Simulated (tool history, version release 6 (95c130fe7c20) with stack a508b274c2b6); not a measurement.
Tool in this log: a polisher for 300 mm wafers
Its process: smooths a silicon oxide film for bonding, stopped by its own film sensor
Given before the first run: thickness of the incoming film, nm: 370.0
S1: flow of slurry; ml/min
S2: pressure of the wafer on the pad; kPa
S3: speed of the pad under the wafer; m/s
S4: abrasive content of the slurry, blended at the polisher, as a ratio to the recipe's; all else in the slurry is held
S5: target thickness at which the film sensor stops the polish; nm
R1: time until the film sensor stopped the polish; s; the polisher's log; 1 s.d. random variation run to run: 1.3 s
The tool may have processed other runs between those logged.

{"run": 1, "hour": 0.0, "S1": 175, "S2": 15.2, "S3": 1.08, "S4": 1, "S5": 307, "R1": 60.514}
{"run": 2, "hour": 3.3, "S1": 175, "S2": 15.2, "S3": 1.08, "S4": 0.9, "S5": 307, "R1": 64.178}
{"run": 3, "hour": 10.7, "S1": 175, "S2": 18.6, "S3": 1.08, "S4": 0.9, "S5": 307, "R1": 52.602}
{"run": 4, "hour": 12.6, "S1": 175, "S2": 20.7, "S3": 1.08, "S4": 0.9, "S5": 307, "R1": 47.184}
{"run": 5, "hour": 14.3, "S1": 175, "S2": 16.5, "S3": 1.08, "S4": 0.9, "S5": 307, "R1": 59.645}
{"run": 6, "hour": 20.9, "S1": 175, "S2": 15.2, "S3": 1.06, "S4": 0.9, "S5": 307, "R1": 65.947}
{"run": 7, "hour": 26.3, "S1": 175, "S2": 13.8, "S3": 1.06, "S4": 0.9, "S5": 307, "R1": 70.688}

Run 8, settings as shown, results not yet in. Your forecast:
{"run": 8, "hour": 27.9, "S1": 175, "S2": 13.1, "S3": 1.06, "S4": 0.9, "S5": 307, "R1": "?"}

{"run 8": {"R1": 74.289}}
